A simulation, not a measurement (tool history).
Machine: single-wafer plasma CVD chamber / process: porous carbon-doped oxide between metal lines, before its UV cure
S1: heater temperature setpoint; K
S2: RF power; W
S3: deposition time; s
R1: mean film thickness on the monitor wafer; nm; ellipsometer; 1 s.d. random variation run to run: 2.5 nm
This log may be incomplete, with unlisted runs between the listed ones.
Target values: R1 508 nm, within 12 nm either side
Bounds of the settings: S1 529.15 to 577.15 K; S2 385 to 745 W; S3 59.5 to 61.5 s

run    day      S1   S2    S3      R1
  1      0  553.15  565  59.5  373.59
  2   0.05  553.15  565  61.5  384.76
  3  0.188  549.15  585  61.5  411.09
  4  0.233  546.15  595  61.5  428.44
  5  0.358  550.15  595  61.5  410.69
  6  0.421  550.15  595  61.5   415.6
  7  0.558  547.15  600  61.5  427.32
  8  0.712  544.15  605  61.5  436.95
  9  0.929  542.15  615  61.5  454.23
 10  1.075  540.15  615  61.5  460.39
 11  1.421  540.15  615  61.5  464.66
 12  1.758  539.15  615  61.5  464.54
 13  2.129  538.15  615  61.5  468.53
 14  2.288  529.15  650  61.5  526.45
 15  2.575  530.15  650  61.5  521.12

Next run, 4 choices. One meets every target within its allowed miss, the rest don't. Which?
  A  2.862  529.15  680  61.5   ?
  B  2.862  529.15  655  61.5   ?
  C  2.862  533.15  645  61.5   ?
  D  2.862  529.15  650  61.5   ?

move      R1
   A  549.05
   B  531.23
   C  507.54
   D  527.63
A: lands further from the targets than the last run did
B: lands further from the targets than the last run did
C: every result lands within tolerance
D: lands further from the targets than the last run did
Move C is the one to make.

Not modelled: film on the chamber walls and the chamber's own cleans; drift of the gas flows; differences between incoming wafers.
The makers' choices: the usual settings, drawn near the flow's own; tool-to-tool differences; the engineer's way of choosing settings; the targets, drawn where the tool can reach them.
